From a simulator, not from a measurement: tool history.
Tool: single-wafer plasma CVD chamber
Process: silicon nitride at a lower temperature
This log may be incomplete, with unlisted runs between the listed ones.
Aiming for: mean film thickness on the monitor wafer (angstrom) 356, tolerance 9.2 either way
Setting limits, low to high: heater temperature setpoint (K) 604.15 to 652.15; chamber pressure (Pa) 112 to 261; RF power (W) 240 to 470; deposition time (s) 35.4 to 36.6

| run | day | heater temperature setpoint (K) | chamber pressure (Pa) | RF power (W) | deposition time (s) | mean film thickness on the monitor wafer (angstrom) |
|---|---|---|---|---|---|---|
| 1 | 0 | 628.15 | 187 | 355 | 35.4 | 406.94 |
| 2 | 0.2 | 628.15 | 187 | 355 | 36.6 | 426.14 |
| 3 | 0.333 | 628.15 | 181 | 350 | 36.5 | 413.05 |
| 4 | 0.542 | 628.15 | 175 | 345 | 36.5 | 404.07 |
| 5 | 0.858 | 628.15 | 169 | 345 | 36.5 | 397.67 |
| 6 | 1.15 | 628.15 | 169 | 345 | 35.4 | 384.15 |
| 7 | 1.438 | 628.15 | 165 | 345 | 35.4 | 382.01 |
|  | 1.554 | thermocouple changed; heater temperature recalibrated |
| 8 | 1.554 | 628.15 | 163 | 345 | 35.4 | 382.09 |
| 9 | 1.871 | 628.15 | 159 | 345 | 35.4 | 375.9 |
| 10 | 2.1 | 628.15 | 156 | 345 | 35.4 | 374.9 |
| 11 | 2.383 | 628.15 | 153 | 345 | 35.4 | 371.31 |
| 12 | 2.608 | 628.15 | 152 | 345 | 35.4 | 368.35 |
| 13 | 2.758 | 628.15 | 152 | 345 | 35.4 | 367.69 |
| 14 | 2.846 | 628.15 | 151 | 345 | 35.4 | 368.43 |
| 15 | 3.162 | 628.15 | 135 | 335 | 35.4 | 340.44 |
| 16 | 3.508 | 628.15 | 136 | 335 | 35.4 | 345.66 |
| 17 | 3.817 | 628.15 | 137 | 335 | 35.4 | 344.19 |
| 18 | 4.033 | 628.15 | 139 | 335 | 35.4 | 346.71 |

Of the 4 settings listed for the next run, only one would bring every result within its allowed miss of target. Which one?
| A | 4.25 | 630.15 | 128 | 350 | 36.6 | ? |
| B | 4.25 | 623.15 | 133 | 325 | 35.4 | ? |
| C | 4.25 | 622.15 | 169 | 330 | 36.2 | ? |
| D | 4.25 | 619.15 | 132 | 310 | 36.6 | ? |

| move | mean film thickness on the monitor wafer (angstrom) |
|---|---|
| A | 353.36 |
| B | 331.51 |
| C | 381.27 |
| D | 329.43 |
A: in spec on every target
B: moves away from the targets compared with the last run
C: takes the result that was furthest off past its target
D: moves away from the targets compared with the last run
Correct choice: A, which meets every target

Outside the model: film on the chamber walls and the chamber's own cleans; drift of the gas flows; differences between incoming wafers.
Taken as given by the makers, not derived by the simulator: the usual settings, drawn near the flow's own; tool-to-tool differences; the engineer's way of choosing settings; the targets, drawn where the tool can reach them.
